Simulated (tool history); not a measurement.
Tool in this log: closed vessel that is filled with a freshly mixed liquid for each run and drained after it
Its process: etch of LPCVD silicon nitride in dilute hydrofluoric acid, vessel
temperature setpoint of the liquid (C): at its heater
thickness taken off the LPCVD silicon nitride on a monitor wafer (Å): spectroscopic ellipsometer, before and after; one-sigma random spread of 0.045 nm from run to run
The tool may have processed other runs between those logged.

| run | day | temperature setpoint of the liquid (C) | parts of water to one part of 49 % hydrofluoric acid (parts by volume) | time in the liquid (s) | thickness taken off the LPCVD silicon nitride on a monitor wafer (Å) |
|---|---|---|---|---|---|
| 1 | 0.000 | 24.0 | 215 | 2810 | 70.499 |
| 2 | 0.108 | 24.0 | 190 | 2810 | 79.056 |
| 3 | 0.279 | 23.5 | 195 | 2810 | 76.035 |
| 4 | 0.379 | 23.0 | 200 | 2810 | 71.308 |
| 5 | 0.438 | 22.5 | 200 | 2810 | 68.949 |
| 6 | 0.496 | 22.0 | 200 | 2810 | 66.081 |
| 7 | 0.554 | 22.0 | 200 | 2810 | 66.240 |
| 8 | 0.796 | 21.5 | 200 | 2810 | 64.149 |

What does the tool deliver on the next run?
| 9 | 0.988 | 21.0 | 200 | 2810 | ? |

thickness taken off the LPCVD silicon nitride on a monitor wafer (Å): 62.911
